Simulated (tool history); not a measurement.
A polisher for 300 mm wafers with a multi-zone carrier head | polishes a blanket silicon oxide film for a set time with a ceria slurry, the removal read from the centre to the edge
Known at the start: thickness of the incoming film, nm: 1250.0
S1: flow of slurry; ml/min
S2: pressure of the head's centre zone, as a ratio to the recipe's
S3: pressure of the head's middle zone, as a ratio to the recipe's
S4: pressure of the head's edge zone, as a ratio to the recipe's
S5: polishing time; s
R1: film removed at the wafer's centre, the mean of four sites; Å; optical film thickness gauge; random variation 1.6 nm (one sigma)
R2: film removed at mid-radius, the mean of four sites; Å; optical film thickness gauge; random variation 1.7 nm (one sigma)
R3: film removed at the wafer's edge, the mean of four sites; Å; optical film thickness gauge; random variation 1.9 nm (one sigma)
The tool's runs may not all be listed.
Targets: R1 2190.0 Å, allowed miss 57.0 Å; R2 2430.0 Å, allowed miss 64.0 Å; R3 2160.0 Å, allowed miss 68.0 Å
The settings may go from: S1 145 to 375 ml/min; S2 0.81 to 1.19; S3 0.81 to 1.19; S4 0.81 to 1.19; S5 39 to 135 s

run	day	S1	S2	S3	S4	S5	R1	R2	R3
1	0.000	240	1.00	1.00	1.00	87	2561.4	2516.7	2531.3
2	0.142	240	1.00	1.00	0.96	87	2542.5	2540.2	2506.5
3	0.442	240	0.93	1.00	0.96	87	2404.4	2524.0	2485.7
4	0.796	240	0.93	1.08	0.96	87	2401.0	2720.2	2483.5
5	0.854	240	0.88	1.08	0.96	87	2324.8	2716.2	2493.2
6	0.875	230	0.89	1.07	0.91	85	2310.7	2604.0	2364.6
7	1.038	185	0.86	1.05	0.81	82	2088.2	2381.1	2072.0
8	1.242	200	0.87	1.05	0.82	82	2124.1	2453.1	2130.0
9	1.571	200	0.88	1.04	0.82	82	2092.2	2413.3	2147.5

Which of these 4 next moves meets every target?
A	1.900	145	0.95	1.08	0.86	85	?	?	?
B	1.900	215	0.86	1.07	0.85	77	?	?	?
C	1.900	250	0.84	1.05	0.83	78	?	?	?
D	1.900	145	0.90	1.11	0.81	85	?	?	?

move	R1	R2	R3
A	2158.9	2404.5	2199.8
B	1988.7	2333.4	2095.6
C	2028.7	2375.2	2134.0
D	2079.4	2462.1	2141.5
A: meets every target
B: further off than the last run
C: further off than the last run
D: further off than the last run
Move A is the one to make.
